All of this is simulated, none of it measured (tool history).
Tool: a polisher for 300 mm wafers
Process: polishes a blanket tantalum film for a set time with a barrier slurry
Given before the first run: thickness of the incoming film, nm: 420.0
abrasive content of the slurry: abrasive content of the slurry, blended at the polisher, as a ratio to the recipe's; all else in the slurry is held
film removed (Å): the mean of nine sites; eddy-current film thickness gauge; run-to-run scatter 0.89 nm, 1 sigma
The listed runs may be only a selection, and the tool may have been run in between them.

| run | day | flow of slurry (ml/min) | pressure of the wafer on the pad (psi) | speed of the pad under the wafer (cm/s) | abrasive content of the slurry | polishing time (s) | film removed (Å) |
|---|---|---|---|---|---|---|---|
| 1 | 0 | 155 | 1.6 | 82 | 1 | 63 | 760.32 |
| 2 | 0.317 | 155 | 1.6 | 94 | 1 | 63 | 876.11 |
| 3 | 0.408 | 155 | 1.6 | 76 | 1 | 63 | 707.83 |
| 4 | 0.717 | 155 | 1.6 | 76 | 1.2 | 63 | 734.99 |
| 5 | 0.858 | 165 | 1.8 | 76 | 1.2 | 63 | 823.64 |
| 6 | 0.917 | 165 | 1.8 | 58 | 1.2 | 63 | 646.15 |

Run 7 has not been measured yet. What should we expect?
| 7 | 1.175 | 200 | 2.3 | 64 | 1.2 | 63 | ? |

{"run 7": {"film removed (Å)": 917.17}}
